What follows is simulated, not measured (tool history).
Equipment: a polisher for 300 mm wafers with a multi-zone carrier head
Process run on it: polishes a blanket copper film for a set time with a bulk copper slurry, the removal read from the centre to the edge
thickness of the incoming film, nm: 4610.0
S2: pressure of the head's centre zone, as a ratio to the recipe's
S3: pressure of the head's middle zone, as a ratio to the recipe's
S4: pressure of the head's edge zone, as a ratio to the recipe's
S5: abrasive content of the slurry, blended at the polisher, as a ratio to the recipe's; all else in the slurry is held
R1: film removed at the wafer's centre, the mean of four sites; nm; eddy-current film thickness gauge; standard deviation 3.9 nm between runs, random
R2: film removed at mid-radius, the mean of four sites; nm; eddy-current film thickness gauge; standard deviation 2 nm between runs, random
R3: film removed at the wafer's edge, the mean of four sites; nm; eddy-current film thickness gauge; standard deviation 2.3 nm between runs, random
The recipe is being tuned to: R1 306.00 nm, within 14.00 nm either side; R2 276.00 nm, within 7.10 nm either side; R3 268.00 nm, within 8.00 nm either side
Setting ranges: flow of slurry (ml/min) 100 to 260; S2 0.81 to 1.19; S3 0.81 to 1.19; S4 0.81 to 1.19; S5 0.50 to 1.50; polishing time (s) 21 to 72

run 1 hour=0.0 | flow_of_slurry_(ml/min)=165 S2=1.00 S3=1.00 S4=1.00 S5=1.00 polishing_time_(s)=46 | R1=437.94 R2=430.05 R3=438.34
run 2 hour=3.7 | flow_of_slurry_(ml/min)=160 S2=1.02 S3=0.99 S4=0.95 S5=0.85 polishing_time_(s)=42 | R1=397.17 R2=380.38 R3=380.87
run 3 hour=5.0 | flow_of_slurry_(ml/min)=160 S2=1.02 S3=1.04 S4=0.95 S5=0.85 polishing_time_(s)=42 | R1=387.20 R2=388.18 R3=377.29
run 4 hour=9.7 | flow_of_slurry_(ml/min)=155 S2=1.04 S3=1.02 S4=0.92 S5=0.75 polishing_time_(s)=39 | R1=355.52 R2=345.78 R3=327.16
run 5 hour=14.3 | flow_of_slurry_(ml/min)=155 S2=1.11 S3=1.02 S4=0.92 S5=0.75 polishing_time_(s)=39 | R1=373.92 R2=344.85 R3=331.65
run 6 hour=22.9 | flow_of_slurry_(ml/min)=145 S2=1.09 S3=0.99 S4=0.90 S5=0.65 polishing_time_(s)=38 | R1=348.09 R2=312.31 R3=304.65
run 7 hour=26.7 | flow_of_slurry_(ml/min)=135 S2=1.07 S3=0.98 S4=0.88 S5=0.60 polishing_time_(s)=38 | R1=326.98 R2=296.50 R3=291.83
run 8 hour=33.0 | flow_of_slurry_(ml/min)=125 S2=1.07 S3=0.98 S4=0.86 S5=0.60 polishing_time_(s)=38 | R1=320.72 R2=290.96 R3=289.39
run 9 hour=38.1 | flow_of_slurry_(ml/min)=125 S2=1.07 S3=0.98 S4=0.85 S5=0.55 polishing_time_(s)=38 | R1=304.91 R2=287.52 R3=281.88
run 10 hour=43.7 | flow_of_slurry_(ml/min)=120 S2=1.09 S3=0.98 S4=0.84 S5=0.55 polishing_time_(s)=38 | R1=313.68 R2=283.20 R3=272.18

Exactly one of the 5 candidate moves below puts every result within its allowed miss. Which one?
run A hour=49.3 | flow_of_slurry_(ml/min)=170 S2=1.07 S3=0.98 S4=0.87 S5=0.60 polishing_time_(s)=34 | R1=? R2=? R3=?
run B hour=49.3 | flow_of_slurry_(ml/min)=130 S2=1.18 S3=1.03 S4=0.81 S5=0.55 polishing_time_(s)=36 | R1=? R2=? R3=?
run C hour=49.3 | flow_of_slurry_(ml/min)=115 S2=1.11 S3=1.01 S4=0.82 S5=0.65 polishing_time_(s)=38 | R1=? R2=? R3=?
run D hour=49.3 | flow_of_slurry_(ml/min)=105 S2=1.05 S3=1.04 S4=0.84 S5=0.70 polishing_time_(s)=37 | R1=? R2=? R3=?
run E hour=49.3 | flow_of_slurry_(ml/min)=110 S2=1.09 S3=0.90 S4=0.84 S5=0.85 polishing_time_(s)=36 | R1=? R2=? R3=?

move=A R1=304.07 R2=280.35 R3=271.08
move=B R1=327.62 R2=287.21 R3=261.75
move=C R1=328.17 R2=302.32 R3=284.05
move=D R1=299.57 R2=300.28 R3=280.04
move=E R1=321.88 R2=274.89 R3=288.93
A: every result within its allowed miss
B: further off than the last run
C: further off than the last run
D: further off than the last run
E: gets the furthest-off result to its target, but another result is out of tolerance
So the answer is move A, the one that meets all the targets.
